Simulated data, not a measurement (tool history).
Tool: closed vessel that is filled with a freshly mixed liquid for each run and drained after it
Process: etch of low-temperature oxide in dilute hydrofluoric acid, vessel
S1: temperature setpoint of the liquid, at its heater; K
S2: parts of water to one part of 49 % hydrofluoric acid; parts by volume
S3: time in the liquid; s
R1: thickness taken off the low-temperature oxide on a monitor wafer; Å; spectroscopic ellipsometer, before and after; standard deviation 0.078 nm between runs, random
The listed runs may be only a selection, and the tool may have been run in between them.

run	hour	S1	S2	S3	R1
1	0	299.15	205	180	174.12
2	2.4	299.15	205	130	125.76
3	6	300.65	205	130	131.77
4	11.6	300.65	235	130	111.12
5	12.9	300.65	235	130	111.77
6	15.2	301.15	225	130	119.15

What does the tool deliver on the next run?
7	16.7	301.65	215	130	?

Logged for run 7: R1 128.81 Å.
